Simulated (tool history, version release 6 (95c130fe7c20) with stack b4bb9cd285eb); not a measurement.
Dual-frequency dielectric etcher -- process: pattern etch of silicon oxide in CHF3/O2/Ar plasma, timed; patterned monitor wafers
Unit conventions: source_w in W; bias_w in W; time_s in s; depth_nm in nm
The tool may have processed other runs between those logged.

run  hour  source_w  bias_w  time_s  depth_nm
  1     0       460     214   460.5    902.25
  2   5.6       410     190   460.5    826.16
  3   8.7       370     174   460.5    763.72
  4  15.1       370     174   460.5    757.82
  5  23.8       370     140   460.5    718.25
  6  29.8       370     140   480.5    750.32

Run 7 is up next; what results do you expect?
  7  35.9       350     137   478.5         ?

{"run 7": {"depth_nm": 728.55}}
